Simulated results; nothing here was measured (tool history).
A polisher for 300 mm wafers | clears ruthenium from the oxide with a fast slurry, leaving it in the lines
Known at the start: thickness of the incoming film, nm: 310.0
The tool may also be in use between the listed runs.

run  hour  flow of slurry (ml/min)  pressure of the wafer on the pad (psi)  speed of the pad under the wafer (m/s)  abrasive content of the slurry  overpolish time after the end point (s)  time until the end point was called (s)  dishing of a wide line in a test structure (nm)
  1     0                      190                                       3                                     1.2                               1                                       28                                   78.639                                           81.677
  2   4.7                      190                                     3.1                                     1.2                               1                                       30                                   71.966                                           90.529
  3   6.3                      190                                     3.2                                     1.2                               1                                       32                                   73.039                                            95.94
  4    11                      190                                     3.2                                     1.2                               1                                       27                                   70.906                                           82.051
  5  12.8                      190                                     3.3                                    1.22                               1                                       29                                   69.912                                           92.679
  6  14.4                      190                                     3.4                                    1.22                               1                                       30                                   64.765                                            97.13
  7  23.4                      190                                     3.4                                    1.24                               1                                       32                                   65.504                                           103.83
  8  25.5                      190                                     3.5                                    1.24                               1                                       33                                   65.916                                           105.17
  9  32.9                      190                                     3.6                                    1.26                               1                                       34                                   62.038                                           115.66
 10    36                      190                                     3.8                                    1.26                               1                                       40                                   60.036                                           128.75
 11  37.3                      190                                     3.8                                    1.26                               1                                       41                                   59.487                                           129.09

Forecast run 12:
 12  42.3                      190                                     3.8                                    1.26                               1                                       42                                        ?                                                ?

time until the end point was called (s): 59.296
dishing of a wide line in a test structure (nm): 137.64
